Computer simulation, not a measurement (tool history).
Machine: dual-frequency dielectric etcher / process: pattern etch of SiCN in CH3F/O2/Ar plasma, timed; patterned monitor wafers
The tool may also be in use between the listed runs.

run  hour  source power (kW)  bias power (kW)  etch time (s)  mean etch depth across the wafer (angstrom)
  1     0                0.5            0.074           51.5                                       207.18
  2   0.7               0.48            0.073           51.5                                       202.09
  3     3               0.47            0.072           51.5                                        200.5
  4   4.9               0.46            0.071           51.5                                       198.68
  5  13.3               0.46            0.065           51.5                                       188.46
  6  17.8               0.45            0.065           51.5                                        185.8

Run 7 is up next; what results do you expect?
  7  19.4               0.44            0.065           51.5                                            ?

{"run 7": {"mean etch depth across the wafer (angstrom)": 185.04}}
